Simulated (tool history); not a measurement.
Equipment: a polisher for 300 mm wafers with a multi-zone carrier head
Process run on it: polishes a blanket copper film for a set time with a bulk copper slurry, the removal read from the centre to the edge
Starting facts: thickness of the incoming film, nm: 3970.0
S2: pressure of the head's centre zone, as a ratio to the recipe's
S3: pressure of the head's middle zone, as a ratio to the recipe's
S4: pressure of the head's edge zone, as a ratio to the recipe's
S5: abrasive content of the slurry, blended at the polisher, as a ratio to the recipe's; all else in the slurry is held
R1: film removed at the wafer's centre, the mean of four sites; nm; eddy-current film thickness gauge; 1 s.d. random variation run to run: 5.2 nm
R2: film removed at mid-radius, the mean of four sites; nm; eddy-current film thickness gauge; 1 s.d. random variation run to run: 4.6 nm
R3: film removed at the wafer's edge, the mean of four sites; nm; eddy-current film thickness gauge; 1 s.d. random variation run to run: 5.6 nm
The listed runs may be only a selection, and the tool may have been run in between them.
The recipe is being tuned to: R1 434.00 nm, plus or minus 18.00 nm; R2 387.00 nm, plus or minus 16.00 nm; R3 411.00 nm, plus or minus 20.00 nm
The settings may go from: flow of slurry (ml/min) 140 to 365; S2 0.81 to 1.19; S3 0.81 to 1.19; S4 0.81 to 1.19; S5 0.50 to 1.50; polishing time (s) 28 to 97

run 1 hour=0.0 | flow_of_slurry_(ml/min)=235 S2=1.00 S3=1.00 S4=1.00 S5=1.00 polishing_time_(s)=62 | R1=545.15 R2=554.92 R3=550.15
run 2 hour=6.1 | flow_of_slurry_(ml/min)=235 S2=1.00 S3=0.96 S4=0.97 S5=0.85 polishing_time_(s)=59 | R1=501.72 R2=492.64 R3=505.27
run 3 hour=11.2 | flow_of_slurry_(ml/min)=235 S2=0.95 S3=0.96 S4=0.97 S5=0.85 polishing_time_(s)=59 | R1=468.07 R2=491.58 R3=510.33
run 4 hour=14.1 | flow_of_slurry_(ml/min)=235 S2=0.95 S3=0.96 S4=0.97 S5=0.85 polishing_time_(s)=70 | R1=564.23 R2=598.70 R3=592.56
run 5 hour=15.5 | flow_of_slurry_(ml/min)=230 S2=0.97 S3=0.94 S4=0.94 S5=0.75 polishing_time_(s)=65 | R1=504.33 R2=521.09 R3=531.04
run 6 hour=16.5 | flow_of_slurry_(ml/min)=230 S2=0.97 S3=0.94 S4=0.94 S5=0.75 polishing_time_(s)=71 | R1=561.17 R2=559.84 R3=572.96
run 7 hour=23.7 | flow_of_slurry_(ml/min)=210 S2=1.05 S3=0.84 S4=0.84 S5=0.50 polishing_time_(s)=53 | R1=408.70 R2=349.68 R3=381.49
run 8 hour=26.0 | flow_of_slurry_(ml/min)=220 S2=1.05 S3=0.86 S4=0.86 S5=0.50 polishing_time_(s)=53 | R1=418.41 R2=361.27 R3=391.98
run 9 hour=30.1 | flow_of_slurry_(ml/min)=230 S2=1.05 S3=0.87 S4=0.87 S5=0.50 polishing_time_(s)=53 | R1=427.57 R2=365.48 R3=385.07

Consider the 4 candidate settings below. Which is the only one whose results all fall within their allowed miss of target?
run A hour=34.2 | flow_of_slurry_(ml/min)=240 S2=1.10 S3=1.08 S4=0.86 S5=0.75 polishing_time_(s)=45 | R1=? R2=? R3=?
run B hour=34.2 | flow_of_slurry_(ml/min)=200 S2=1.03 S3=0.86 S4=0.82 S5=0.75 polishing_time_(s)=53 | R1=? R2=? R3=?
run C hour=34.2 | flow_of_slurry_(ml/min)=280 S2=1.08 S3=1.06 S4=0.81 S5=0.50 polishing_time_(s)=49 | R1=? R2=? R3=?
run D hour=34.2 | flow_of_slurry_(ml/min)=245 S2=1.11 S3=0.84 S4=0.90 S5=0.50 polishing_time_(s)=53 | R1=? R2=? R3=?

move=A R1=410.56 R2=411.50 R3=362.24
move=B R1=440.32 R2=391.33 R3=413.69
move=C R1=411.21 R2=412.55 R3=360.06
move=D R1=449.26 R2=361.99 R3=400.76
A: carries the result that was furthest off beyond its target, to the other side
B: every result within its allowed miss
C: carries the result that was furthest off beyond its target, to the other side
D: the biggest miss grows against the last run
B is the move that brings every result within its allowed miss.
